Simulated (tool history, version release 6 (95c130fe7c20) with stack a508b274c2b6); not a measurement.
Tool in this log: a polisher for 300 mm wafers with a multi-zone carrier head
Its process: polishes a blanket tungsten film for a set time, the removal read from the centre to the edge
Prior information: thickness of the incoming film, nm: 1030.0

run	hour	flow of slurry (ml/min)	pressure of the head's centre zone	pressure of the head's middle zone	pressure of the head's edge zone	abrasive content of the slurry	polishing time (s)	film removed at the wafer's centre (angstrom)	film removed at mid-radius (angstrom)	film removed at the wafer's edge (angstrom)
1	0	295	1	1	1	1	57	2054	2171.3	2030.1
2	3.4	295	1	1	1.06	1	57	2085.9	2098.9	2089.4
3	5.5	295	0.99	1	1.04	0.95	57	2010.6	2126.9	2065.9
4	11.7	340	0.99	1	1.04	0.95	57	2025.1	2077.4	2070.3
5	20.6	300	0.99	1	1.04	0.95	57	2022.8	2105.4	2055.5
6	27.3	295	0.99	1	1.02	0.9	56	1937.8	1986.4	1962.6

Run 7 is up next; what results do you expect?
7	27.9	290	0.98	1.01	1	0.85	56	?	?	?

For run 7 the tool returned film removed at the wafer's centre (angstrom) 1889.3, film removed at mid-radius (angstrom) 1922.4, film removed at the wafer's edge (angstrom) 1870.8.
